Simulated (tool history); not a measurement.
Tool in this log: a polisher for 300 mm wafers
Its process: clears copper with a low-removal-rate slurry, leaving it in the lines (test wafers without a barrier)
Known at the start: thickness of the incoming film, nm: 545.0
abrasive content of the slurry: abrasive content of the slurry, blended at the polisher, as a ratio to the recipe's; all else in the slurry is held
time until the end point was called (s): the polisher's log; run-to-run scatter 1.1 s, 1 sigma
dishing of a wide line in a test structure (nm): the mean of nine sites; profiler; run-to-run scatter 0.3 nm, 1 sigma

run  hour  flow of slurry (ml/min)  pressure of the wafer on the pad (psi)  speed of the pad under the wafer (cm/s)  abrasive content of the slurry  overpolish time after the end point (s)  time until the end point was called (s)  dishing of a wide line in a test structure (nm)
  1   0.0                      130                                     2.7                                      140                             1.0                                       11                                   133.87                                           15.462
  2   7.3                      135                                     2.7                                      140                             1.0                                       10                                   129.70                                           15.185
  3  14.5                      135                                     2.7                                      108                             1.0                                       10                                   159.66                                           14.603
  4  20.8                      140                                     2.8                                      108                             1.0                                        9                                   152.17                                           14.037
  5  22.2                      145                                     2.9                                      108                             1.0                                        9                                   145.90                                           13.728
  6  26.5                      145                                     2.9                                      108                             1.0                                        7                                   145.80                                           11.696
  7  32.3                      150                                     3.0                                      108                             1.0                                        7                                   139.95                                           12.600

Run 8, settings as shown, results not yet in. Your forecast:
  8  38.1                      155                                     3.1                                      108                             1.0                                        7                                        ?                                                ?

{"run 8": {"time until the end point was called (s)": 136.52, "dishing of a wide line in a test structure (nm)": 12.771}}

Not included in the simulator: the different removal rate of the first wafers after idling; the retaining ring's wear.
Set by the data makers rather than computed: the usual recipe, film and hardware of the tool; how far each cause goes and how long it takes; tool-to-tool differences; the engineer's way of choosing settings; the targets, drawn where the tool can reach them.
